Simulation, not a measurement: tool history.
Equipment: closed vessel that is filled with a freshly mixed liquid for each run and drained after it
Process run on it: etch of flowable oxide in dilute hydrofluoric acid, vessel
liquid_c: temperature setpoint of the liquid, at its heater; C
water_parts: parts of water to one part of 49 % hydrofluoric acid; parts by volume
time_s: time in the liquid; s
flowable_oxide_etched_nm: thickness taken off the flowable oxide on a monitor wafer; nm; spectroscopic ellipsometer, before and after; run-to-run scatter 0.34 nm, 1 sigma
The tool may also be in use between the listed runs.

Run 1, day 0.000: liquid_c 22.0 C, water_parts 190 parts by volume, time_s 145 s. Result: flowable_oxide_etched_nm 28.197 nm.
Run 2, day 0.042: liquid_c 24.0 C, water_parts 175 parts by volume, time_s 145 s. Result: flowable_oxide_etched_nm 33.937 nm.
Run 3, day 0.288: liquid_c 25.5 C, water_parts 165 parts by volume, time_s 145 s. Result: flowable_oxide_etched_nm 38.552 nm.
Run 4, day 0.371: liquid_c 26.5 C, water_parts 160 parts by volume, time_s 145 s. Result: flowable_oxide_etched_nm 40.721 nm.
Run 5, day 0.658: liquid_c 27.5 C, water_parts 155 parts by volume, time_s 145 s. Result: flowable_oxide_etched_nm 44.773 nm.
Run 6, day 0.725: liquid_c 27.5 C, water_parts 155 parts by volume, time_s 145 s. Result: flowable_oxide_etched_nm 44.226 nm.

The next listed run, before its measurement:
Run 7, day 1.096: liquid_c 28.0 C, water_parts 150 parts by volume, time_s 145 s. Result: flowable_oxide_etched_nm ?.

flowable_oxide_etched_nm: 46.683 nm
